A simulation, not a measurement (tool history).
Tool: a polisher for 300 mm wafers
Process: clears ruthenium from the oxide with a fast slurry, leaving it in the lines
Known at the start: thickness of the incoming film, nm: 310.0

run	hour	flow of slurry (ml/min)	pressure of the wafer on the pad (kPa)	speed of the pad under the wafer (cm/s)	abrasive content of the slurry	overpolish time after the end point (s)	time until the end point was called (s)	dishing of a wide line in a test structure (angstrom)
1	0.0	125	21.4	94	1.00	12	71.783	153.05
2	7.0	125	21.4	94	1.00	14	68.500	155.73
3	7.8	125	24.1	94	1.00	14	63.632	159.93
4	15.2	125	24.1	94	1.00	17	62.635	159.02
5	20.5	125	20.0	92	1.00	19	75.817	157.43
6	29.0	125	20.0	92	0.85	19	86.257	157.77
7	33.8	125	17.9	92	0.85	19	95.224	157.16
8	35.9	125	16.5	92	0.85	19	100.390	148.93

Forecast run 9:
9	38.9	125	16.5	90	0.80	20	?	?

{"run 9": {"time until the end point was called (s)": 109.88, "dishing of a wide line in a test structure (angstrom)": 154.46}}
